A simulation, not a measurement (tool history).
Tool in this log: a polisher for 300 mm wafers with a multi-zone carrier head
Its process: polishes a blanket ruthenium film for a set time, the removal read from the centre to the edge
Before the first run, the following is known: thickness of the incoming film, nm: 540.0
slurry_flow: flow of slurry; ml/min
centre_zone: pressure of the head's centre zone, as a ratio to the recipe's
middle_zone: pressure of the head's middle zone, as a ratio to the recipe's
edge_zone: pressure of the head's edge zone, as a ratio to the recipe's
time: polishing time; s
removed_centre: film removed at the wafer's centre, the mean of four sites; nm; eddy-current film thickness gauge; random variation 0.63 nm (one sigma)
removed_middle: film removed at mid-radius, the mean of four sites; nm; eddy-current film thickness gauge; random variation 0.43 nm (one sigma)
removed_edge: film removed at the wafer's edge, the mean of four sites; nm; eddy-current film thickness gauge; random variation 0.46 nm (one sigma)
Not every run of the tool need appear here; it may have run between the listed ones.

run	hour	slurry_flow	centre_zone	middle_zone	edge_zone	time	removed_centre	removed_middle	removed_edge
1	0.0	160	1.00	1.00	1.00	40	73.948	71.746	72.239
2	4.4	160	1.00	1.00	0.93	40	73.535	73.559	70.214
3	8.0	160	1.00	1.00	0.93	49	87.662	89.442	84.844
4	13.6	160	1.00	1.00	0.93	41	74.976	72.540	70.648
5	21.7	160	1.00	1.00	0.98	41	74.978	74.426	73.161
6	30.7	160	1.00	1.00	0.98	31	56.765	56.041	54.631
7	36.1	155	1.02	0.98	0.98	31	58.142	54.919	55.748
8	43.9	150	1.03	0.97	0.96	31	57.565	54.209	54.108

Run 9 has not been measured yet. What should we expect?
9	49.1	145	1.04	0.95	0.96	31	?	?	?

{"run 9": {"removed_centre": 57.713, "removed_middle": 53.125, "removed_edge": 54.326}}

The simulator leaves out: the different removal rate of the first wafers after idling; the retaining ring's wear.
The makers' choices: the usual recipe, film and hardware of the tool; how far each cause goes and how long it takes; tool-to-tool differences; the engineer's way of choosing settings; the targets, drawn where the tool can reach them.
